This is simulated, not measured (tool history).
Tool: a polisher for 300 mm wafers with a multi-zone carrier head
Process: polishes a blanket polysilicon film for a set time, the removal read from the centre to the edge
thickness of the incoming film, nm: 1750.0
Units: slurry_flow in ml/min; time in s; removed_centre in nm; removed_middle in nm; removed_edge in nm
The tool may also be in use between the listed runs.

run,hour,slurry_flow,centre_zone,middle_zone,edge_zone,time,removed_centre,removed_middle,removed_edge
1,0.0,265,1.00,1.00,1.00,89,501.26,499.42,504.85
2,3.8,270,1.01,1.01,1.02,92,538.49,501.73,525.54
3,12.6,200,1.01,1.01,1.02,92,500.41,497.38,508.48
4,15.8,215,1.01,1.03,1.04,95,509.45,531.41,526.58
5,23.3,270,1.01,1.03,1.04,95,528.09,528.94,547.25
6,29.1,280,1.02,1.04,1.04,98,553.74,564.84,570.87

Forecast run 7:
7,34.2,295,1.03,1.05,1.05,99,?,?,?

Run 7 gave removed_centre 576.53 nm, removed_middle 567.73 nm, removed_edge 573.62 nm.
